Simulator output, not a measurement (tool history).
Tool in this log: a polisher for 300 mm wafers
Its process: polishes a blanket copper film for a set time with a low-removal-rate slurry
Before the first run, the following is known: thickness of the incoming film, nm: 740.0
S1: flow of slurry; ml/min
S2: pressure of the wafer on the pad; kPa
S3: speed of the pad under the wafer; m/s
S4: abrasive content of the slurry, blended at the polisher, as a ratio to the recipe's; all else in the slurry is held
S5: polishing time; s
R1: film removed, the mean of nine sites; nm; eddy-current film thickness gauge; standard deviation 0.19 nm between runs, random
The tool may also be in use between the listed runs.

run	hour	S1	S2	S3	S4	S5	R1
1	0	180	14.5	0.88	1	51	80.584
2	7.7	180	14.5	0.88	1	51	80.487
3	12.2	170	12.4	0.76	1	51	59.711
4	16	150	12.4	0.76	1	51	57.879
5	23.5	140	11	0.68	1	51	46.468
6	26.2	185	11	0.68	1	51	48.999
7	27.7	135	6.9	0.46	1	51	20.207
8	32.3	170	7.6	0.46	1	51	23.387
9	38.5	195	7.6	0.46	1	51	23.639
10	46.5	210	8.3	0.46	1	51	25.644
11	47.6	220	8.3	0.46	1	51	25.953
12	52.5	230	8.3	0.46	1	51	26.152
13	60.8	235	8.3	0.46	1	51	26.206

Run 14, settings as shown, results not yet in. Your forecast:
14	68.6	240	8.3	0.46	1	51	?

{"run 14": {"R1": 26.285}}
